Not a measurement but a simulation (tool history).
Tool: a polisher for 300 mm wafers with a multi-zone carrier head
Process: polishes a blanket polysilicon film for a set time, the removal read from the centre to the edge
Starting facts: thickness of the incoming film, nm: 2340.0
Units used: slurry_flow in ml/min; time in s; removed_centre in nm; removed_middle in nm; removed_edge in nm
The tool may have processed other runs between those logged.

Run 1, hour 0: slurry_flow 280 ml/min, centre_zone 1, middle_zone 1, edge_zone 1, time 80 s. Result: removed_centre 671.1 nm, removed_middle 708.82 nm, removed_edge 679.38 nm.
Run 2, hour 5.9: slurry_flow 280 ml/min, centre_zone 1, middle_zone 1, edge_zone 1.08, time 80 s. Result: removed_centre 664.5 nm, removed_middle 685.41 nm, removed_edge 691.89 nm.
Run 3, hour 8.8: slurry_flow 310 ml/min, centre_zone 1, middle_zone 1, edge_zone 1.08, time 80 s. Result: removed_centre 705.95 nm, removed_middle 712.43 nm, removed_edge 706.3 nm.
Run 4, hour 9.9: slurry_flow 310 ml/min, centre_zone 1, middle_zone 1, edge_zone 1.08, time 99 s. Result: removed_centre 840.79 nm, removed_middle 871.47 nm, removed_edge 877 nm.
Run 5, hour 16.2: slurry_flow 310 ml/min, centre_zone 1.08, middle_zone 1, edge_zone 1.08, time 99 s. Result: removed_centre 928.34 nm, removed_middle 868.96 nm, removed_edge 869.5 nm.
Run 6, hour 22.8: slurry_flow 290 ml/min, centre_zone 1.07, middle_zone 0.96, edge_zone 1.08, time 91 s. Result: removed_centre 863.54 nm, removed_middle 791.34 nm, removed_edge 800.34 nm.
Run 7, hour 27: slurry_flow 305 ml/min, centre_zone 0.99, middle_zone 0.86, edge_zone 1.18, time 69 s. Result: removed_centre 592.36 nm, removed_middle 518.86 nm, removed_edge 627.08 nm.

Forecast run 8:
Run 8, hour 29.6: slurry_flow 310 ml/min, centre_zone 1, middle_zone 0.87, edge_zone 1.18, time 69 s. Result: removed_centre ?, removed_middle ?, removed_edge ?.

{"run 8": {"removed_centre": 594.42, "removed_middle": 535.1, "removed_edge": 647.87}}

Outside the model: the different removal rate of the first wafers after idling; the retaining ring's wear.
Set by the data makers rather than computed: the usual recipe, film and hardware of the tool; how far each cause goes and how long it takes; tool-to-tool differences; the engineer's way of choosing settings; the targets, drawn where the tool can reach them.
